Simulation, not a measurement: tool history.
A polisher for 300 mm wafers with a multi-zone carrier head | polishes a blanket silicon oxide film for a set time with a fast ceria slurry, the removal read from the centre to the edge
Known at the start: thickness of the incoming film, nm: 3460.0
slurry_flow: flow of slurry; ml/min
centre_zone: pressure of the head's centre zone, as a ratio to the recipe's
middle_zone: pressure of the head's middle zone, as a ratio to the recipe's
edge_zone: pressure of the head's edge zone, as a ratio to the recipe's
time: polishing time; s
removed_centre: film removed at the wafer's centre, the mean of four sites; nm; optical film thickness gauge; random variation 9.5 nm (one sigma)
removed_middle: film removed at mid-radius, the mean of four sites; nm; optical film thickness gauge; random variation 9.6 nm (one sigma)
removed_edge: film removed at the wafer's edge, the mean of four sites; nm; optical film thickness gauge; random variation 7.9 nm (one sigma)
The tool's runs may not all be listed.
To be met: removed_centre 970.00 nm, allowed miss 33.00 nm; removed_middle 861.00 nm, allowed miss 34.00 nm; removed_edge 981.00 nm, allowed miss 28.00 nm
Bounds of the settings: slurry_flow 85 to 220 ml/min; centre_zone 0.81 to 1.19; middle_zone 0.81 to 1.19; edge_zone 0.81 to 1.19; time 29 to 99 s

{"run": 1, "hour": 0.0, "slurry_flow": 140, "centre_zone": 1.0, "middle_zone": 1.0, "edge_zone": 1.0, "time": 64, "removed_centre": 687.37, "removed_middle": 681.9, "removed_edge": 696.28}
{"run": 2, "hour": 7.7, "slurry_flow": 140, "centre_zone": 1.0, "middle_zone": 1.0, "edge_zone": 1.05, "time": 64, "removed_centre": 706.22, "removed_middle": 697.38, "removed_edge": 696.3}
{"run": 3, "hour": 12.2, "slurry_flow": 140, "centre_zone": 0.93, "middle_zone": 1.0, "edge_zone": 1.05, "time": 64, "removed_centre": 645.87, "removed_middle": 693.34, "removed_edge": 702.25}
{"run": 4, "hour": 19.1, "slurry_flow": 140, "centre_zone": 0.85, "middle_zone": 1.0, "edge_zone": 1.05, "time": 64, "removed_centre": 606.38, "removed_middle": 692.61, "removed_edge": 698.76}
{"run": 5, "hour": 21.3, "slurry_flow": 115, "centre_zone": 0.85, "middle_zone": 1.0, "edge_zone": 1.05, "time": 64, "removed_centre": 561.58, "removed_middle": 656.28, "removed_edge": 672.17}
{"run": 6, "hour": 24.2, "slurry_flow": 85, "centre_zone": 0.85, "middle_zone": 1.0, "edge_zone": 1.05, "time": 64, "removed_centre": 512.49, "removed_middle": 609.19, "removed_edge": 641.45}
{"run": 7, "hour": 27.3, "slurry_flow": 100, "centre_zone": 0.87, "middle_zone": 0.99, "edge_zone": 1.07, "time": 66, "removed_centre": 574.94, "removed_middle": 641.35, "removed_edge": 706.44}
{"run": 8, "hour": 33.3, "slurry_flow": 140, "centre_zone": 0.97, "middle_zone": 1.09, "edge_zone": 1.15, "time": 68, "removed_centre": 730.96, "removed_middle": 796.88, "removed_edge": 767.41}
{"run": 9, "hour": 37.4, "slurry_flow": 140, "centre_zone": 0.97, "middle_zone": 1.09, "edge_zone": 1.15, "time": 68, "removed_centre": 720.9, "removed_middle": 789.0, "removed_edge": 773.89}
{"run": 10, "hour": 43.9, "slurry_flow": 145, "centre_zone": 0.97, "middle_zone": 1.07, "edge_zone": 1.16, "time": 69, "removed_centre": 740.45, "removed_middle": 781.79, "removed_edge": 792.65}
{"run": 11, "hour": 51.3, "slurry_flow": 150, "centre_zone": 0.98, "middle_zone": 1.06, "edge_zone": 1.16, "time": 70, "removed_centre": 774.47, "removed_middle": 802.87, "removed_edge": 806.74}
{"run": 12, "hour": 55.7, "slurry_flow": 155, "centre_zone": 0.98, "middle_zone": 1.04, "edge_zone": 1.16, "time": 71, "removed_centre": 763.33, "removed_middle": 795.63, "removed_edge": 829.33}
{"run": 13, "hour": 64.2, "slurry_flow": 160, "centre_zone": 1.0, "middle_zone": 1.03, "edge_zone": 1.16, "time": 72, "removed_centre": 808.83, "removed_middle": 807.25, "removed_edge": 844.05}
{"run": 14, "hour": 70.2, "slurry_flow": 160, "centre_zone": 1.0, "middle_zone": 1.03, "edge_zone": 1.16, "time": 72, "removed_centre": 818.18, "removed_middle": 820.83, "removed_edge": 832.83}

4 next moves are on the table. One of them brings every result within its allowed miss. Which?
{"run": "A", "hour": 76.2, "slurry_flow": 145, "centre_zone": 0.98, "middle_zone": 0.81, "edge_zone": 1.19, "time": 86, "removed_centre": "?", "removed_middle": "?", "removed_edge": "?"}
{"run": "B", "hour": 76.2, "slurry_flow": 170, "centre_zone": 1.02, "middle_zone": 1.12, "edge_zone": 1.15, "time": 76, "removed_centre": "?", "removed_middle": "?", "removed_edge": "?"}
{"run": "C", "hour": 76.2, "slurry_flow": 165, "centre_zone": 1.05, "middle_zone": 0.94, "edge_zone": 1.19, "time": 81, "removed_centre": "?", "removed_middle": "?", "removed_edge": "?"}
{"run": "D", "hour": 76.2, "slurry_flow": 165, "centre_zone": 1.01, "middle_zone": 1.1, "edge_zone": 1.15, "time": 76, "removed_centre": "?", "removed_middle": "?", "removed_edge": "?"}

move=A removed_centre=910.39 removed_middle=798.44 removed_edge=1015.90
move=B removed_centre=867.10 removed_middle=952.28 removed_edge=896.64
move=C removed_centre=944.92 removed_middle=870.28 removed_edge=971.57
move=D removed_centre=853.53 removed_middle=933.00 removed_edge=893.59
A: takes the result that was furthest off past its target
B: nearer than the last run, and not there yet
C: meets every target
D: nearer than the last run, and not there yet
Move C is the one to make.
